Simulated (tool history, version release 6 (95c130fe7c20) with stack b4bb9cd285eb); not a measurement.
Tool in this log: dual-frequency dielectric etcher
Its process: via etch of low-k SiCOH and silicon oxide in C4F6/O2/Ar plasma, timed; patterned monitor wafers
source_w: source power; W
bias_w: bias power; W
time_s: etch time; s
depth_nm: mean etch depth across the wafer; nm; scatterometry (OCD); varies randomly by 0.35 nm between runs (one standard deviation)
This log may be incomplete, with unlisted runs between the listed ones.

run,hour,source_w,bias_w,time_s,depth_nm
1,0.0,380,233,45.0,112.330
2,6.2,380,268,45.0,117.770
3,14.0,380,268,47.0,122.710
4,15.3,360,257,46.5,117.100
5,22.3,360,295,46.5,123.780
6,25.9,340,283,46.0,116.950
7,30.2,320,276,46.0,113.260
8,36.5,310,270,46.0,110.210
9,41.3,230,239,45.5,91.552

Run 10, settings as shown, results not yet in. Your forecast:
10,50.2,240,240,45.5,?

{"run 10": {"depth_nm": 93.615}}
